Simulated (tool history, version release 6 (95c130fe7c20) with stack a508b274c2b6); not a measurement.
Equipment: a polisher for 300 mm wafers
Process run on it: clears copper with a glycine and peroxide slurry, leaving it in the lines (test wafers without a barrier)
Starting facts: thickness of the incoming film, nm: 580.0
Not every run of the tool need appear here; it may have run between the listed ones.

| run | hour | flow of slurry (ml/min) | pressure of the wafer on the pad (psi) | speed of the pad under the wafer (m/s) | overpolish time after the end point (s) | time until the end point was called (s) | dishing of a wide line in a test structure (nm) |
|---|---|---|---|---|---|---|---|
| 1 | 0 | 240 | 3.2 | 1.28 | 19 | 87.448 | 66.222 |
| 2 | 2.7 | 270 | 3.2 | 1.28 | 19 | 87.193 | 65.692 |
| 3 | 9.2 | 270 | 3.2 | 1.28 | 23 | 88.217 | 74.684 |
| 4 | 15.4 | 270 | 3.6 | 1.28 | 23 | 80.478 | 79.104 |
| 5 | 22.1 | 270 | 3.2 | 1.18 | 21 | 94.811 | 66.355 |
| 6 | 23.2 | 270 | 2.9 | 1.14 | 20 | 104.16 | 60.066 |
| 7 | 28.7 | 270 | 2 | 1.06 | 15 | 130.27 | 39.579 |

What will run 8 give?
| 8 | 35.8 | 270 | 1.9 | 1.04 | 16 | ? | ? |

{"run 8": {"time until the end point was called (s)": 132.96, "dishing of a wide line in a test structure (nm)": 41.733}}

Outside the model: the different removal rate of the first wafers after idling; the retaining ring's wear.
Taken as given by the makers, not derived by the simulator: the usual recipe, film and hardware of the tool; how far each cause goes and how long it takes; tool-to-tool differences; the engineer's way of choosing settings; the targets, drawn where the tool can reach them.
